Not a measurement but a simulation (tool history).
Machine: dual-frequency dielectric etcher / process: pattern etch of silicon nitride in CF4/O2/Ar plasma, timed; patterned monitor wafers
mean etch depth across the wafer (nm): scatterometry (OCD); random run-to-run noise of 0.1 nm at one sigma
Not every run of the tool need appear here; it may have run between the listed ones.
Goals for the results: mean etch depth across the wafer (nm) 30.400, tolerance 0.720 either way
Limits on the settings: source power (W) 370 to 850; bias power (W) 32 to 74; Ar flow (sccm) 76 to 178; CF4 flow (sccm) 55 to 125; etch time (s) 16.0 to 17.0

| run | day | source power (W) | bias power (W) | Ar flow (sccm) | CF4 flow (sccm) | etch time (s) | mean etch depth across the wafer (nm) |
|---|---|---|---|---|---|---|---|
| 1 | 0.000 | 610 | 53 | 127 | 90 | 16.0 | 33.452 |
| 2 | 0.262 | 600 | 53 | 127 | 90 | 16.0 | 33.070 |
| 3 | 0.583 | 600 | 49 | 127 | 90 | 16.0 | 32.366 |
| 4 | 0.938 | 590 | 49 | 127 | 90 | 16.0 | 31.843 |
| 5 | 1.100 | 590 | 54 | 127 | 90 | 16.0 | 32.679 |
| 6 | 1.329 | 590 | 54 | 135 | 90 | 16.0 | 32.248 |
| 7 | 1.642 | 590 | 54 | 135 | 90 | 16.0 | 32.215 |
| 8 | 1.921 | 580 | 54 | 135 | 90 | 16.0 | 31.728 |

Which of these 4 next moves meets every target?
| A | 2.200 | 550 | 56 | 139 | 93 | 16.0 | ? |
| B | 2.200 | 610 | 44 | 139 | 78 | 17.0 | ? |
| C | 2.200 | 560 | 63 | 156 | 111 | 16.0 | ? |
| D | 2.200 | 610 | 50 | 140 | 68 | 16.5 | ? |

| move | mean etch depth across the wafer (nm) |
|---|---|
| A | 30.266 |
| B | 32.276 |
| C | 32.278 |
| D | 31.787 |
A: meets every target
B: lands further from the targets than the last run did
C: lands further from the targets than the last run did
D: as far off as the last run
Answer: A

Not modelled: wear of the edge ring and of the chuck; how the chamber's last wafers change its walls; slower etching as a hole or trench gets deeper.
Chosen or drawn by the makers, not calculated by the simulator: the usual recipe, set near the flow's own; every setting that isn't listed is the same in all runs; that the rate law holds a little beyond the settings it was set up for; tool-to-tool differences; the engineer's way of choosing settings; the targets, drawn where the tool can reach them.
